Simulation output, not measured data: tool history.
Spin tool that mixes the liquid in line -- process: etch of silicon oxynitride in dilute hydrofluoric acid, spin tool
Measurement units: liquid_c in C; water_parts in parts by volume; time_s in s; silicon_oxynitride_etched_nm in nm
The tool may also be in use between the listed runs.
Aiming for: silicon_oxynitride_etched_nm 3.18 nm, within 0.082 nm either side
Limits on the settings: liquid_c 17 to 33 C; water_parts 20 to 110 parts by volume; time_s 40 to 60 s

run 1 day=0 | liquid_c=25 water_parts=60 time_s=60 | silicon_oxynitride_etched_nm=2.1918
run 2 day=0.025 | liquid_c=23.5 water_parts=60 time_s=60 | silicon_oxynitride_etched_nm=2.0168
run 3 day=0.254 | liquid_c=23.5 water_parts=60 time_s=60 | silicon_oxynitride_etched_nm=1.9943
run 4 day=0.617 | liquid_c=23.5 water_parts=60 time_s=40 | silicon_oxynitride_etched_nm=1.3556
run 5 day=0.783 | liquid_c=25.5 water_parts=60 time_s=40 | silicon_oxynitride_etched_nm=1.4843
run 6 day=0.829 | liquid_c=25.5 water_parts=60 time_s=60 | silicon_oxynitride_etched_nm=2.2286
run 7 day=0.946 | liquid_c=27 water_parts=60 time_s=60 | silicon_oxynitride_etched_nm=2.3962
run 8 day=1.117 | liquid_c=28 water_parts=60 time_s=60 | silicon_oxynitride_etched_nm=2.4999
-- day=1.229 hydrofluoric acid flow meter replaced
run 9 day=1.229 | liquid_c=29 water_parts=60 time_s=60 | silicon_oxynitride_etched_nm=2.3712
run 10 day=1.462 | liquid_c=30 water_parts=60 time_s=60 | silicon_oxynitride_etched_nm=2.4629

Consider the 4 candidate settings below. Which is the only one whose results all fall within their allowed miss of target?
run A day=1.696 | liquid_c=30.5 water_parts=55 time_s=60 | silicon_oxynitride_etched_nm=?
run B day=1.696 | liquid_c=29.5 water_parts=55 time_s=40 | silicon_oxynitride_etched_nm=?
run C day=1.696 | liquid_c=28 water_parts=45 time_s=55 | silicon_oxynitride_etched_nm=?
run D day=1.696 | liquid_c=28 water_parts=40 time_s=55 | silicon_oxynitride_etched_nm=?

move=A silicon_oxynitride_etched_nm=2.7903
move=B silicon_oxynitride_etched_nm=1.7759
move=C silicon_oxynitride_etched_nm=2.8086
move=D silicon_oxynitride_etched_nm=3.1743
A: closer than the last run, but not yet in spec
B: moves away from the targets compared with the last run
C: closer than the last run, but not yet in spec
D: all results in spec
D meets every target.
